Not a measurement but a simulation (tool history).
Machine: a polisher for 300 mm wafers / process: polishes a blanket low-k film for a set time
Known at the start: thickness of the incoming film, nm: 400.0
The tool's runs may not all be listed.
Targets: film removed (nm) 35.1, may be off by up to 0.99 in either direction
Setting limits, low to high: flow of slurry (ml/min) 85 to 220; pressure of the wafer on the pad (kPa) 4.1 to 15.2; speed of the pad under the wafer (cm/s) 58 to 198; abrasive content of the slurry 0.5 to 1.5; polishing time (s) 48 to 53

run,hour,flow of slurry (ml/min),pressure of the wafer on the pad (kPa),speed of the pad under the wafer (cm/s),abrasive content of the slurry,polishing time (s),film removed (nm)
1,0,140,9.7,128,1,53,20.291
2,4.4,140,9.7,128,1,53,19.895
3,6.2,145,10.3,128,1,53,21.198
4,7.4,145,11,130,1,53,23.395
5,10.8,145,11,130,0.95,53,22.493
6,18.4,145,11,130,0.95,48,20.202
7,25.2,150,11.7,134,0.95,48,22.602
8,32.8,155,12.4,136,0.95,48,24.064
9,38.8,155,12.4,136,0.95,48,24.018
10,44.4,190,15.2,146,0.95,48,31.4
11,46.5,190,15.2,150,0.95,48,32.185
12,48.9,190,15.2,152,0.95,48,32.664

Which one of the following 4 next-run settings gets every result inside its allowed miss? There is exactly one.
A,51.3,180,13.8,188,1,51,?
B,51.3,200,15.2,152,1.05,49,?
C,51.3,220,15.2,154,1.1,51,?
D,51.3,170,14.5,164,0.8,52,?

move,film removed (nm)
A,38.056
B,35.207
C,38.163
D,32.736
A: moves the result that the last run missed by most past its target, out the other side
B: all results land within tolerance of their targets
C: moves the result that the last run missed by most past its target, out the other side
D: about the same distance from the targets as the last run
Go with B: it meets all targets.
